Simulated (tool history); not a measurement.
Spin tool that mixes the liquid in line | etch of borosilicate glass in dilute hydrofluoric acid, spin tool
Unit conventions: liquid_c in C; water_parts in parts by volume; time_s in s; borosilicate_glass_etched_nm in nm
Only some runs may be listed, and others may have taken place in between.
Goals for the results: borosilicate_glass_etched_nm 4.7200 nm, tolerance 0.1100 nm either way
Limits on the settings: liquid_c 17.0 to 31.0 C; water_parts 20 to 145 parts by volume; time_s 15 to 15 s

| run | day | liquid_c | water_parts | time_s | borosilicate_glass_etched_nm |
|---|---|---|---|---|---|
| 1 | 0.000 | 23.0 | 80 | 15 | 9.9482 |
| 2 | 0.075 | 23.0 | 70 | 15 | 11.4870 |
| 3 | 0.171 | 21.0 | 85 | 15 | 8.5434 |
| 4 | 0.375 | 17.5 | 85 | 15 | 7.4042 |
| 5 | 0.529 | 17.5 | 85 | 15 | 7.3455 |
| 6 | 0.729 | 17.5 | 55 | 15 | 11.9120 |
| 7 | 0.758 | 17.5 | 75 | 15 | 8.4219 |
| 8 | 1.038 | 17.5 | 85 | 15 | 7.4078 |
| 9 | 1.079 | 17.5 | 95 | 15 | 6.5720 |
| 10 | 1.192 | 17.5 | 100 | 15 | 6.1943 |
| 11 | 1.429 | 17.0 | 120 | 15 | 4.9739 |

Which of these 4 next moves meets every target?
| A | 1.667 | 17.5 | 115 | 15 | ? |
| B | 1.667 | 17.0 | 125 | 15 | ? |
| C | 1.667 | 17.0 | 130 | 15 | ? |
| D | 1.667 | 17.5 | 120 | 15 | ? |

| move | borosilicate_glass_etched_nm |
|---|---|
| A | 5.3098 |
| B | 4.7361 |
| C | 4.5313 |
| D | 5.0626 |
A: the biggest miss grows against the last run
B: each result inside its tolerance
C: moves the result that the last run missed by most past its target, out the other side
D: the biggest miss grows against the last run
B is the move that brings every result within its allowed miss.
